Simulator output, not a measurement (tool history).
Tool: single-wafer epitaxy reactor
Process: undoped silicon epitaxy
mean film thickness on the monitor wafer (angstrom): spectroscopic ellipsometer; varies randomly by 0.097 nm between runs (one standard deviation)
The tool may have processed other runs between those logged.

run	hour	wafer temperature setpoint (pyrometer-controlled) (deg C)	deposition time (s)	mean film thickness on the monitor wafer (angstrom)
1	0	630	273	263.16
2	4.3	632	273	277.85
3	9.4	634	273	292.01
4	10.4	630	273	264.93
5	16.6	630	234	226.28
6	24.1	630	272	263.19
# hour 28.2: pyrometer calibrated
7	28.2	630	272	289.08
8	35.6	630	272	289.1
9	40	632	275	308.33
10	41.4	633	275	316.31

The next listed run, before its measurement:
11	47.8	645	275	?

Run 11 measured mean film thickness on the monitor wafer (angstrom) 426.14.
